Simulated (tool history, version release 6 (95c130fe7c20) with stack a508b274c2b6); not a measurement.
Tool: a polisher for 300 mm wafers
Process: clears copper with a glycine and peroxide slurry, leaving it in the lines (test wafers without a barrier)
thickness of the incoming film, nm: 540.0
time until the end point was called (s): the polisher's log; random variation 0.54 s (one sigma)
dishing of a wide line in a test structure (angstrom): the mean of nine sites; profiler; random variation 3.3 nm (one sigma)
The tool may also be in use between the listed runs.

run	day	flow of slurry (ml/min)	pressure of the wafer on the pad (kPa)	speed of the pad under the wafer (m/s)	overpolish time after the end point (s)	time until the end point was called (s)	dishing of a wide line in a test structure (angstrom)
1	0	145	20.7	0.94	28	108.67	918.39
2	0.079	150	22.8	0.96	28	96.914	952.8
3	0.408	155	24.8	0.96	29	90.97	1110.2
4	0.671	155	24.8	0.96	25	90.688	1004.1
5	0.879	155	29.6	0.96	25	77.699	1082.5
6	1.142	160	30.3	0.98	25	74.536	1128.5
7	1.388	165	30.3	1	25	73.041	1149.9
8	1.654	165	30.3	1.02	25	70.938	1135.5
9	2.025	170	30.3	1.02	26	71.751	1163.2

Forecast run 10:
10	2.075	170	30.3	1.04	27	?	?

{"run 10": {"time until the end point was called (s)": 70.533, "dishing of a wide line in a test structure (angstrom)": 1238}}

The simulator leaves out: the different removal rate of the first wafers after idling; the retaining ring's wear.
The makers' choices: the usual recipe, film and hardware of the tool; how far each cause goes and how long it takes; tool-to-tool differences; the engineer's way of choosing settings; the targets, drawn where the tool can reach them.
